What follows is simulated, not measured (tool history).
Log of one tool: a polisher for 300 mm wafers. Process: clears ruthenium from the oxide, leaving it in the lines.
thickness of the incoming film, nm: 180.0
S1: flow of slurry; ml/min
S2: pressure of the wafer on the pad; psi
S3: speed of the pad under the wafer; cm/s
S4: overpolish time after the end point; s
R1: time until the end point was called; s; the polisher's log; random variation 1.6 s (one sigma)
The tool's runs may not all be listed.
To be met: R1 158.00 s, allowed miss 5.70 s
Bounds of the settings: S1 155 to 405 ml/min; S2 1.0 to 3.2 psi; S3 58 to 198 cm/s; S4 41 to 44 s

run 1 hour=0.0 | S1=260 S2=2.1 S3=128 S4=41 | R1=107.95
run 2 hour=7.3 | S1=295 S2=2.1 S3=128 S4=41 | R1=107.54
run 3 hour=15.9 | S1=345 S2=2.1 S3=128 S4=41 | R1=106.58
run 4 hour=19.3 | S1=345 S2=2.1 S3=128 S4=44 | R1=107.54
run 5 hour=27.0 | S1=380 S2=2.1 S3=128 S4=44 | R1=106.45
run 6 hour=32.5 | S1=380 S2=1.9 S3=128 S4=44 | R1=116.10
run 7 hour=39.8 | S1=380 S2=1.7 S3=128 S4=44 | R1=129.28
run 8 hour=44.8 | S1=380 S2=1.6 S3=128 S4=44 | R1=137.00
run 9 hour=50.7 | S1=380 S2=1.5 S3=128 S4=44 | R1=142.47

5 next moves are on the table. One of them brings every result within its allowed miss. Which?
run A hour=56.6 | S1=330 S2=1.6 S3=96 S4=41 | R1=?
run B hour=56.6 | S1=380 S2=1.8 S3=96 S4=44 | R1=?
run C hour=56.6 | S1=385 S2=1.3 S3=120 S4=41 | R1=?
run D hour=56.6 | S1=385 S2=1.3 S3=118 S4=44 | R1=?
run E hour=56.6 | S1=345 S2=1.1 S3=138 S4=44 | R1=?

move=A R1=176.23
move=B R1=156.78
move=C R1=173.72
move=D R1=176.25
move=E R1=179.38
A: takes the result that was furthest off past its target
B: meets every target
C: takes the result that was furthest off past its target
D: takes the result that was furthest off past its target
E: takes the result that was furthest off past its target
The right move is B.

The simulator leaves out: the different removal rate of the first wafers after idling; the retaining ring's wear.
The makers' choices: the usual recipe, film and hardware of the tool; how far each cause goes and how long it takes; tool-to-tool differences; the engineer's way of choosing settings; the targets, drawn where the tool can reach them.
